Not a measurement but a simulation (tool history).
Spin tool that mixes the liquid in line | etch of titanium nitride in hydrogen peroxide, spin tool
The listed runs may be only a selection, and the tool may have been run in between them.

run,hour,temperature setpoint of the liquid (K),concentration of hydrogen peroxide in the mixed liquid (% by weight),time under the liquid (s),thickness taken off the titanium nitride on a monitor wafer (Å)
1,0,330.15,19,140,182.45
2,6.1,331.65,19,140,200.75
3,11.2,331.65,19,150,218.06
4,19.3,331.65,16,150,209.62
5,23.8,331.65,12.5,150,197.33
6,25.5,327.65,12.5,150,149.69
7,27.5,329.65,13,150,174.32

Run 8, settings as shown, results not yet in. Your forecast:
8,35.6,331.65,13,150,?

thickness taken off the titanium nitride on a monitor wafer (Å): 201.41
